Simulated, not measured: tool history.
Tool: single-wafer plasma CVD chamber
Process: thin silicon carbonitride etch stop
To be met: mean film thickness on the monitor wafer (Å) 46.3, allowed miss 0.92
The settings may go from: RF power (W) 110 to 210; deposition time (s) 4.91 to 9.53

| run | hour | RF power (W) | deposition time (s) | mean film thickness on the monitor wafer (Å) |
|---|---|---|---|---|
| 1 | 0 | 160 | 7.22 | 35.834 |
| 2 | 6.4 | 160 | 6.75 | 33.407 |
| 3 | 10.7 | 170 | 6.75 | 34.016 |
| 4 | 18.5 | 175 | 7.09 | 35.532 |
| 5 | 24.9 | 175 | 6.51 | 33.032 |
| 6 | 32.1 | 175 | 6.05 | 30.468 |
| 7 | 40.3 | 180 | 6.53 | 33.054 |
| 8 | 41.6 | 180 | 6.95 | 35.223 |
| 9 | 43.9 | 180 | 7.28 | 37.07 |
| 10 | 45.5 | 185 | 7.54 | 38.142 |
| 11 | 46.4 | 185 | 7.8 | 39.67 |
| 12 | 47.1 | 185 | 8 | 41.044 |
| 13 | 54.3 | 185 | 8.15 | 41.512 |
| 14 | 56.9 | 185 | 8.29 | 42.693 |
| 15 | 59.2 | 185 | 8.39 | 42.355 |
| 16 | 63.7 | 185 | 8.5 | 43.237 |
| 17 | 66 | 185 | 8.58 | 43.35 |
| 18 | 73.6 | 190 | 8.65 | 43.954 |

5 next moves are on the table. One of them brings every result within its allowed miss. Which?
| A | 81.2 | 205 | 8.91 | ? |
| B | 81.2 | 180 | 8.2 | ? |
| C | 81.2 | 170 | 8.6 | ? |
| D | 81.2 | 190 | 8.74 | ? |
| E | 81.2 | 200 | 8.26 | ? |

| move | mean film thickness on the monitor wafer (Å) |
|---|---|
| A | 46.59 |
| B | 41.816 |
| C | 43.391 |
| D | 45.03 |
| E | 42.983 |
A: meets every target
B: further off than the last run
C: further off than the last run
D: nearer than the last run, and not there yet
E: further off than the last run
Answer: A
